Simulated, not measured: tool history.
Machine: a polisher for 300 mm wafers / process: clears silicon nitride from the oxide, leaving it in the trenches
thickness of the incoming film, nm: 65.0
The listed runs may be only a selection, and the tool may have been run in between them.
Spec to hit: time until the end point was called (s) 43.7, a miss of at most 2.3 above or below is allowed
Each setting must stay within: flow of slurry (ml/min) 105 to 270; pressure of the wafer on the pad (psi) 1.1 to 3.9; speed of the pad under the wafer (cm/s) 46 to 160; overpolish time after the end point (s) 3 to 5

run,hour,flow of slurry (ml/min),pressure of the wafer on the pad (psi),speed of the pad under the wafer (cm/s),overpolish time after the end point (s),time until the end point was called (s)
1,0,175,2.5,102,5,75.323
2,8.9,175,2.7,102,5,71.178
3,12.6,175,2.2,102,5,90.244
4,15.9,175,1.6,102,5,119.92
5,19.2,175,1.9,104,5,96.902
6,20.6,175,1.9,104,5,94.673
7,25.9,175,2.2,104,5,83.599
8,33.5,175,2.4,104,5,79.015
9,34.8,175,2.6,104,5,70.662
10,39.7,175,2.8,104,5,67.348
# hour 47: slurry nozzle cleaned
11,47,175,3,104,5,60.298
12,48.4,175,3.1,104,5,58.408
13,53.3,175,3.2,104,5,58.764
14,59.8,175,3.2,104,5,56.221
15,62.6,175,3.3,104,5,54.599
16,68.1,175,3.4,104,5,53.231

Pick the move, out of 4, that brings all results within their allowed miss; only one does.
A,73.6,175,3.1,126,5,?
B,73.6,215,3.9,106,3,?
C,73.6,145,3.7,110,5,?
D,73.6,155,3.5,112,5,?

move,time until the end point was called (s)
A,48.982
B,45.02
C,48.501
D,49.744
A: closer than the last run, but not yet in spec
B: every result lands within tolerance
C: closer than the last run, but not yet in spec
D: closer than the last run, but not yet in spec
So the answer is move B, the one that meets all the targets.

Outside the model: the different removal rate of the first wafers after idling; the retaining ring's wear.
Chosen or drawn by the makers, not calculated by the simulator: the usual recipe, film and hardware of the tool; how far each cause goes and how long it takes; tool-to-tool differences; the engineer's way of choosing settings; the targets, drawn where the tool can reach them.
